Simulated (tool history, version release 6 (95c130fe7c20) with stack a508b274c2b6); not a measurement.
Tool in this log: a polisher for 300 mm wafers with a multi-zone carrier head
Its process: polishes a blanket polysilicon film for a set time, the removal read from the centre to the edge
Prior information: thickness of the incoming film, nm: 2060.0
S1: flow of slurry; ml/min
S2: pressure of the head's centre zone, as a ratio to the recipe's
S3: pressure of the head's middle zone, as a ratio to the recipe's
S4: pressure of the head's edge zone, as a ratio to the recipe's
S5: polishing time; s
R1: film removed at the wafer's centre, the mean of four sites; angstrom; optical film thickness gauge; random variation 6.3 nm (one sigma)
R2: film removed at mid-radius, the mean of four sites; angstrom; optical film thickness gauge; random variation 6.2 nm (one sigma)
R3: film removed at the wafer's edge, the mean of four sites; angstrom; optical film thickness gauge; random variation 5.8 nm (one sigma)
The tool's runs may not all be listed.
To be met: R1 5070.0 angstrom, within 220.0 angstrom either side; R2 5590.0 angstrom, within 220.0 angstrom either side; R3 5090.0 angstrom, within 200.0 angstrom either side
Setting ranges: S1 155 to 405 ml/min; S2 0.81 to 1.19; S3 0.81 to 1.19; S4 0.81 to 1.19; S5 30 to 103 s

{"run": 1, "hour": 0.0, "S1": 260, "S2": 1.0, "S3": 1.0, "S4": 1.0, "S5": 66, "R1": 3641.9, "R2": 3674.7, "R3": 3468.1}
{"run": 2, "hour": 7.8, "S1": 260, "S2": 1.0, "S3": 0.92, "S4": 1.0, "S5": 66, "R1": 3704.4, "R2": 3405.2, "R3": 3476.0}
{"run": 3, "hour": 14.9, "S1": 260, "S2": 1.0, "S3": 0.98, "S4": 1.0, "S5": 66, "R1": 3596.8, "R2": 3533.7, "R3": 3423.4}
{"run": 4, "hour": 22.6, "S1": 260, "S2": 1.0, "S3": 1.0, "S4": 1.01, "S5": 69, "R1": 3780.8, "R2": 3841.3, "R3": 3636.6}
{"hour": 28.1, "done": "edge zone pressure recalibrated"}
{"run": 5, "hour": 28.1, "S1": 260, "S2": 1.07, "S3": 1.0, "S4": 1.01, "S5": 69, "R1": 4104.0, "R2": 3882.6, "R3": 3769.6}
{"run": 6, "hour": 31.9, "S1": 260, "S2": 1.07, "S3": 1.0, "S4": 1.01, "S5": 77, "R1": 4454.2, "R2": 4342.8, "R3": 4149.8}
{"run": 7, "hour": 37.5, "S1": 260, "S2": 1.08, "S3": 1.02, "S4": 1.03, "S5": 78, "R1": 4599.7, "R2": 4408.2, "R3": 4244.2}
{"run": 8, "hour": 41.2, "S1": 260, "S2": 1.08, "S3": 1.04, "S4": 1.04, "S5": 80, "R1": 4613.2, "R2": 4554.9, "R3": 4414.1}
{"run": 9, "hour": 46.4, "S1": 260, "S2": 1.08, "S3": 1.06, "S4": 1.04, "S5": 81, "R1": 4791.4, "R2": 4739.7, "R3": 4429.3}

Next run, 4 choices. One meets every target within its allowed miss, the rest don't. Which?
{"run": "A", "hour": 51.6, "S1": 185, "S2": 1.01, "S3": 0.86, "S4": 1.19, "S5": 87, "R1": "?", "R2": "?", "R3": "?"}
{"run": "B", "hour": 51.6, "S1": 255, "S2": 1.02, "S3": 0.88, "S4": 1.19, "S5": 84, "R1": "?", "R2": "?", "R3": "?"}
{"run": "C", "hour": 51.6, "S1": 300, "S2": 0.97, "S3": 1.08, "S4": 1.01, "S5": 93, "R1": "?", "R2": "?", "R3": "?"}
{"run": "D", "hour": 51.6, "S1": 255, "S2": 1.05, "S3": 0.96, "S4": 1.19, "S5": 83, "R1": "?", "R2": "?", "R3": "?"}

move=A R1=4472.7 R2=4072.3 R3=4868.2
move=B R1=4570.6 R2=4182.8 R3=4852.1
move=C R1=4936.4 R2=5599.0 R3=4996.4
move=D R1=4638.5 R2=4443.0 R3=4789.2
A: lands further from the targets than the last run did
B: lands further from the targets than the last run did
C: all results in spec
D: lands further from the targets than the last run did
Answer: C

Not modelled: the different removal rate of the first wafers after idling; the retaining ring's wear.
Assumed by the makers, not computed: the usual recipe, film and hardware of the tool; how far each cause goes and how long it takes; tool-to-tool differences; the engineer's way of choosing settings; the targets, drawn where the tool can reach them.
